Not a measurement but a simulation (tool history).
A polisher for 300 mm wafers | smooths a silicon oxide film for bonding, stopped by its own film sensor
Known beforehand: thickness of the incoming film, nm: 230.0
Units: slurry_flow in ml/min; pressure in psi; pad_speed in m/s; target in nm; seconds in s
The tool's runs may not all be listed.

Run 1, hour 0: slurry_flow 205 ml/min, pressure 2.5 psi, pad_speed 0.98 m/s, slurry_solids 1, target 178 nm. Result: seconds 56.322 s.
Run 2, hour 6.1: slurry_flow 205 ml/min, pressure 2.8 psi, pad_speed 0.98 m/s, slurry_solids 1, target 178 nm. Result: seconds 50.479 s.
Run 3, hour 14.9: slurry_flow 205 ml/min, pressure 2.8 psi, pad_speed 0.98 m/s, slurry_solids 1.2, target 178 nm. Result: seconds 46.572 s.
Run 4, hour 18: slurry_flow 160 ml/min, pressure 2.8 psi, pad_speed 0.98 m/s, slurry_solids 1.2, target 178 nm. Result: seconds 48.285 s.
At hour 21.6: head pressure recalibrated.
Run 5, hour 21.6: slurry_flow 160 ml/min, pressure 2.8 psi, pad_speed 0.74 m/s, slurry_solids 1.2, target 178 nm. Result: seconds 56.012 s.
Run 6, hour 23.4: slurry_flow 160 ml/min, pressure 2.8 psi, pad_speed 0.84 m/s, slurry_solids 1.2, target 178 nm. Result: seconds 50.96 s.
Run 7, hour 31.6: slurry_flow 160 ml/min, pressure 3 psi, pad_speed 0.84 m/s, slurry_solids 1.2, target 178 nm. Result: seconds 47.94 s.

Forecast run 8:
Run 8, hour 34.5: slurry_flow 160 ml/min, pressure 3.2 psi, pad_speed 0.84 m/s, slurry_solids 1.2, target 178 nm. Result: seconds ?.

Run 8 produced seconds 44.904 s.

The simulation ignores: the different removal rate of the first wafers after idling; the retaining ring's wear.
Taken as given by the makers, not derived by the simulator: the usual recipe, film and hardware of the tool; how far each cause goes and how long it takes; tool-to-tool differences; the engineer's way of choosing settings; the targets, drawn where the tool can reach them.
